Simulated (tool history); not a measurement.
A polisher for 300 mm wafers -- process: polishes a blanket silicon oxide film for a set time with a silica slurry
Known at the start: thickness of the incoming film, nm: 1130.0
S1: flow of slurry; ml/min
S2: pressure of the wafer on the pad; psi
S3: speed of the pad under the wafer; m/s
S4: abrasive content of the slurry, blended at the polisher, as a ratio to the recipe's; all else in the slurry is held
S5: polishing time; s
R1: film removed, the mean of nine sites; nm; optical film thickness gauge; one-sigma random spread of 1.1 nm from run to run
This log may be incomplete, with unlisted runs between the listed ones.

run,hour,S1,S2,S3,S4,S5,R1
1,0,200,4.7,1.04,1,57,181
2,0.6,200,4,0.98,1,57,146.79
3,5.2,200,3.5,0.96,1,57,129.79
4,14,200,4.3,0.96,1,57,152.31
5,22,200,4.3,0.96,1.15,57,166.36
6,26.8,200,4.3,0.96,1.15,57,165.26
7,35,200,3.7,0.92,1.15,57,136.66
8,41.2,200,3.3,0.9,1.15,57,122.5
9,46.7,200,3,0.9,1.15,57,110.16

Run 10 has not been measured yet. What should we expect?
10,52.5,200,2.8,0.9,1.15,57,?

Run 10 yielded R1 104.8 nm.

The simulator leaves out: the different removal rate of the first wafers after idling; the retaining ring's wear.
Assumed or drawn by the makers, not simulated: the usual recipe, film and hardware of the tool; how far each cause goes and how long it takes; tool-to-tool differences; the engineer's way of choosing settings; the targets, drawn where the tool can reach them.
